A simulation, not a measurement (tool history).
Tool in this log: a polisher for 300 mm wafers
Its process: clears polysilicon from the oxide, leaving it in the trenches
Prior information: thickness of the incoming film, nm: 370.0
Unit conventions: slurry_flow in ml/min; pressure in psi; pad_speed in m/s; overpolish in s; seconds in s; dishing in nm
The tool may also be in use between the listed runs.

run 1 hour=0 | slurry_flow=125 pressure=2.5 pad_speed=0.94 overpolish=11 | seconds=34.558 dishing=41.91
run 2 hour=8.7 | slurry_flow=130 pressure=2.8 pad_speed=0.94 overpolish=10 | seconds=31.255 dishing=41.729
run 3 hour=17.4 | slurry_flow=105 pressure=2.8 pad_speed=0.94 overpolish=10 | seconds=32.178 dishing=42.623
run 4 hour=20.8 | slurry_flow=120 pressure=2.8 pad_speed=0.94 overpolish=10 | seconds=31.741 dishing=42.731
run 5 hour=22.5 | slurry_flow=125 pressure=3.1 pad_speed=0.96 overpolish=9 | seconds=27.571 dishing=45.525
run 6 hour=29.1 | slurry_flow=135 pressure=3.1 pad_speed=1 overpolish=7 | seconds=26.223 dishing=39.752

For run 7, what comes out?
run 7 hour=31.8 | slurry_flow=135 pressure=3.3 pad_speed=1 overpolish=7 | seconds=? dishing=?

{"run 7": {"seconds": 24.262, "dishing": 41.784}}

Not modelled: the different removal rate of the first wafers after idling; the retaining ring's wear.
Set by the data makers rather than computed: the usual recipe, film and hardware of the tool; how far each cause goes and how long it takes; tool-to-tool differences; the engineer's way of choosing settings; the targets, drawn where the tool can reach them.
